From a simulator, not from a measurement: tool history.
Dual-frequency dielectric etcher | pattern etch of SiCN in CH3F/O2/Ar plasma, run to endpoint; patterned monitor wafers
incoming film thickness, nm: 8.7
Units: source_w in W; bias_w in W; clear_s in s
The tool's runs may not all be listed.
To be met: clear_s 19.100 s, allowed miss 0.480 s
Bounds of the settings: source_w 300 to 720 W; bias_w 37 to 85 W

run	hour	source_w	bias_w	clear_s
1	0.0	510	61	22.740
2	4.3	550	63	21.593
3	9.3	580	64	21.168
4	13.7	520	64	22.137
5	15.1	430	64	24.250
6	21.9	430	73	23.347
7	30.2	480	75	21.759
8	34.2	580	78	19.724
9	36.9	590	78	19.713

Which of these 4 next moves meets every target?
A	39.6	510	79	?
B	39.6	520	74	?
C	39.6	620	79	?
D	39.6	570	77	?

move	clear_s
A	20.895
B	21.162
C	19.097
D	20.013
A: further off than the last run
B: further off than the last run
C: meets every target
D: further off than the last run
Answer: C
